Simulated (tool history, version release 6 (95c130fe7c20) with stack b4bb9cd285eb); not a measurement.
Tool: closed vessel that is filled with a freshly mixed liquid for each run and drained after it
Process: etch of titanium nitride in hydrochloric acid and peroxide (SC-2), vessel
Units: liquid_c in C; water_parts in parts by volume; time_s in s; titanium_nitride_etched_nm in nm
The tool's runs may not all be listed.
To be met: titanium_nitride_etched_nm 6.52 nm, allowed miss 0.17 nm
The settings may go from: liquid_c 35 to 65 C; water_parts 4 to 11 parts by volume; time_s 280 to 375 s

Run 1, day 0: liquid_c 49 C, water_parts 6 parts by volume, time_s 375 s. Result: titanium_nitride_etched_nm 12.578 nm.
Run 2, day 0.117: liquid_c 54.5 C, water_parts 6 parts by volume, time_s 375 s. Result: titanium_nitride_etched_nm 18.109 nm.
Run 3, day 0.3: liquid_c 54.5 C, water_parts 6 parts by volume, time_s 375 s. Result: titanium_nitride_etched_nm 17.83 nm.
Run 4, day 0.525: liquid_c 54.5 C, water_parts 6 parts by volume, time_s 375 s. Result: titanium_nitride_etched_nm 18.147 nm.
Run 5, day 0.883: liquid_c 59 C, water_parts 6 parts by volume, time_s 375 s. Result: titanium_nitride_etched_nm 24.285 nm.
Run 6, day 1.017: liquid_c 55 C, water_parts 6 parts by volume, time_s 375 s. Result: titanium_nitride_etched_nm 18.479 nm.
Run 7, day 1.067: liquid_c 52 C, water_parts 6 parts by volume, time_s 375 s. Result: titanium_nitride_etched_nm 15.443 nm.
Run 8, day 1.392: liquid_c 44 C, water_parts 6 parts by volume, time_s 375 s. Result: titanium_nitride_etched_nm 8.9464 nm.
Run 9, day 1.588: liquid_c 43 C, water_parts 6 parts by volume, time_s 375 s. Result: titanium_nitride_etched_nm 8.2927 nm.
Run 10, day 1.721: liquid_c 42.5 C, water_parts 6 parts by volume, time_s 375 s. Result: titanium_nitride_etched_nm 8.1564 nm.
Run 11, day 1.783: liquid_c 42 C, water_parts 6 parts by volume, time_s 375 s. Result: titanium_nitride_etched_nm 7.8515 nm.
Run 12, day 2.179: liquid_c 41.5 C, water_parts 6 parts by volume, time_s 375 s. Result: titanium_nitride_etched_nm 7.5626 nm.
Run 13, day 2.258: liquid_c 39 C, water_parts 6 parts by volume, time_s 375 s. Result: titanium_nitride_etched_nm 6.3144 nm.

Which of these 5 next moves meets every target?
Run A, day 2.338: liquid_c 41.5 C, water_parts 5 parts by volume, time_s 285 s. Result: titanium_nitride_etched_nm ?.
Run B, day 2.338: liquid_c 41 C, water_parts 5.5 parts by volume, time_s 330 s. Result: titanium_nitride_etched_nm ?.
Run C, day 2.338: liquid_c 39 C, water_parts 6.5 parts by volume, time_s 370 s. Result: titanium_nitride_etched_nm ?.
Run D, day 2.338: liquid_c 41 C, water_parts 6 parts by volume, time_s 365 s. Result: titanium_nitride_etched_nm ?.
Run E, day 2.338: liquid_c 40.5 C, water_parts 5.5 parts by volume, time_s 300 s. Result: titanium_nitride_etched_nm ?.

move  titanium_nitride_etched_nm
   A                      6.5835
   B                      6.8686
   C                      5.8956
   D                      7.1223
   E                      6.0274
A: meets every target
B: takes the result that was furthest off past its target
C: further off than the last run
D: takes the result that was furthest off past its target
E: further off than the last run
Move A is the one to make.
